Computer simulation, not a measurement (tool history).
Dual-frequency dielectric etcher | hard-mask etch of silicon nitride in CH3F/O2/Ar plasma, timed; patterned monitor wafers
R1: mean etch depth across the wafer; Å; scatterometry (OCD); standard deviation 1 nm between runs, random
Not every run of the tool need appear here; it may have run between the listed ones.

run 1 hour=0.0 | source_power_(kW)=0.440 bias_power_(kW)=0.080 etch_time_(s)=300 | R1=2119.0
run 2 hour=3.6 | source_power_(kW)=0.400 bias_power_(kW)=0.074 etch_time_(s)=300 | R1=1998.8
run 3 hour=5.9 | source_power_(kW)=0.400 bias_power_(kW)=0.084 etch_time_(s)=300 | R1=2074.1
run 4 hour=14.8 | source_power_(kW)=0.360 bias_power_(kW)=0.078 etch_time_(s)=300 | R1=1947.6
run 5 hour=16.1 | source_power_(kW)=0.420 bias_power_(kW)=0.078 etch_time_(s)=300 | R1=2101.3
run 6 hour=23.2 | source_power_(kW)=0.420 bias_power_(kW)=0.066 etch_time_(s)=300 | R1=1992.3

Run 7 is up next; what results do you expect?
run 7 hour=30.4 | source_power_(kW)=0.380 bias_power_(kW)=0.064 etch_time_(s)=300 | R1=?

R1: 1849.6 Å

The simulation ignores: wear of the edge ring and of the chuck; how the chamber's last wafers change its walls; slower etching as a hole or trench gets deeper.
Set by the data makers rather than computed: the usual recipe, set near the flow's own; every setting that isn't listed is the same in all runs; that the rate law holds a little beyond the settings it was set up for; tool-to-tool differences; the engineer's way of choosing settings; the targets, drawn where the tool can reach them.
